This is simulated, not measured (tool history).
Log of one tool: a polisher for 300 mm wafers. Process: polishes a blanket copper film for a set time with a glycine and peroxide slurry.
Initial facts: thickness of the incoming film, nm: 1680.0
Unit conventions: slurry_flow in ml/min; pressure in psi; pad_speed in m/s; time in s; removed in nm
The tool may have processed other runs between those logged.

run,hour,slurry_flow,pressure,pad_speed,time,removed
1,0.0,150,2.0,1.00,36,155.820
2,8.3,120,2.0,1.00,36,146.260
3,13.5,95,2.0,1.00,36,140.780
4,22.4,95,1.8,0.98,36,124.040
5,23.2,95,1.7,0.98,36,119.600
6,27.2,95,1.7,0.86,36,110.430
7,31.6,95,1.6,0.86,36,104.940
8,36.5,95,1.5,0.86,36,99.085
9,42.9,95,1.5,0.86,36,99.229

Expected results for the next run?
10,50.8,95,1.4,0.86,36,?

{"run 10": {"removed": 95.295}}
